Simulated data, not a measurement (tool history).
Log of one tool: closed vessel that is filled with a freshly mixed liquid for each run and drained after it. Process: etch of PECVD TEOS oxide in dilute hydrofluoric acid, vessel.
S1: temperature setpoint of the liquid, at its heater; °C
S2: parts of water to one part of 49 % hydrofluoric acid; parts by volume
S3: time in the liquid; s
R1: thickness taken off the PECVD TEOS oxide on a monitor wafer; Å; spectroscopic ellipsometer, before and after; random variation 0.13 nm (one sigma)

{"run": 1, "hour": 0.0, "S1": 25.0, "S2": 40, "S3": 35, "R1": 89.544}
{"run": 2, "hour": 4.6, "S1": 25.0, "S2": 40, "S3": 30, "R1": 77.275}
{"run": 3, "hour": 10.9, "S1": 26.5, "S2": 35, "S3": 30, "R1": 93.495}
{"run": 4, "hour": 13.2, "S1": 26.5, "S2": 50, "S3": 30, "R1": 65.251}
{"run": 5, "hour": 17.1, "S1": 26.5, "S2": 40, "S3": 30, "R1": 82.77}
{"run": 6, "hour": 23.4, "S1": 25.5, "S2": 40, "S3": 30, "R1": 78.631}
{"run": 7, "hour": 29.0, "S1": 27.0, "S2": 35, "S3": 30, "R1": 97.109}
{"run": 8, "hour": 34.3, "S1": 28.5, "S2": 35, "S3": 30, "R1": 102.43}
{"run": 9, "hour": 42.5, "S1": 29.5, "S2": 35, "S3": 30, "R1": 105.57}
{"run": 10, "hour": 43.9, "S1": 30.0, "S2": 35, "S3": 30, "R1": 107.67}
{"run": 11, "hour": 49.4, "S1": 30.5, "S2": 35, "S3": 30, "R1": 109.96}

The next listed run, before its measurement:
{"run": 12, "hour": 54.7, "S1": 31.0, "S2": 35, "S3": 30, "R1": "?"}

{"run 12": {"R1": 112.81}}
